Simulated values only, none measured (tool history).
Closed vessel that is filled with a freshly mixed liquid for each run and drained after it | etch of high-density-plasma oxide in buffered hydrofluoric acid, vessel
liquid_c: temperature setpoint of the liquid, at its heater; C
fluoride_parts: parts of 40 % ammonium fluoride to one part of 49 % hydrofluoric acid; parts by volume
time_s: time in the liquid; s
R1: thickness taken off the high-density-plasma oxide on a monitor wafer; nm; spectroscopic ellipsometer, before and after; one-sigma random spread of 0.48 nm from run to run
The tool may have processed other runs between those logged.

run 1 day=0.000 | liquid_c=21.0 fluoride_parts=15.5 time_s=30 | R1=32.587
run 2 day=0.312 | liquid_c=22.5 fluoride_parts=14.0 time_s=30 | R1=39.284
run 3 day=0.592 | liquid_c=23.5 fluoride_parts=13.0 time_s=30 | R1=44.778
run 4 day=0.954 | liquid_c=23.5 fluoride_parts=13.0 time_s=30 | R1=44.869
run 5 day=1.271 | liquid_c=24.5 fluoride_parts=12.5 time_s=30 | R1=48.456
run 6 day=1.596 | liquid_c=25.5 fluoride_parts=12.0 time_s=30 | R1=53.956

Predict the results of run 7:
run 7 day=1.921 | liquid_c=26.0 fluoride_parts=11.5 time_s=30 | R1=?

Run 7 gave R1 58.163 nm.

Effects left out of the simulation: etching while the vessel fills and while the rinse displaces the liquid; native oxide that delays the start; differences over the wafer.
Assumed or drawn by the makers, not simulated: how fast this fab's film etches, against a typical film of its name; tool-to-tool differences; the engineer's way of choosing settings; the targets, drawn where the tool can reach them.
